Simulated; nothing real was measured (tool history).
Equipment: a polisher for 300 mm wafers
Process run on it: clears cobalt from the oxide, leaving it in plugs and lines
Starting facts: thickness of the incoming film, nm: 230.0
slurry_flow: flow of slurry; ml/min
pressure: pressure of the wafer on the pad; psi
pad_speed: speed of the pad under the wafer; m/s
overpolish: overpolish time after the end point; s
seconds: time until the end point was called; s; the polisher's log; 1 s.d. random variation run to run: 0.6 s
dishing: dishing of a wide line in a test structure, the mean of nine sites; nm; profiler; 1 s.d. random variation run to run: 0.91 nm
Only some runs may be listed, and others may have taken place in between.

run  hour  slurry_flow  pressure  pad_speed  overpolish  seconds  dishing
  1   0.0          170       1.9       1.02          24   47.215   58.954
  2   1.5          170       1.8       1.02          24   49.938   59.421
  3   7.2          170       1.6       1.02          24   54.610   55.526
  4   8.3          170       1.8       1.02          24   49.277   58.854
     12.6  -- slurry nozzle cleaned
  5  12.6          170       1.7       1.02          24   48.783   59.613
  6  15.6          170       1.6       1.02          23   51.685   54.774
  7  24.3          170       1.5       1.02          23   54.302   54.984

Run 8, settings as shown, results not yet in. Your forecast:
  8  27.4          150       1.0       1.02          19        ?        ?

seconds: 75.230 s
dishing: 41.998 nm

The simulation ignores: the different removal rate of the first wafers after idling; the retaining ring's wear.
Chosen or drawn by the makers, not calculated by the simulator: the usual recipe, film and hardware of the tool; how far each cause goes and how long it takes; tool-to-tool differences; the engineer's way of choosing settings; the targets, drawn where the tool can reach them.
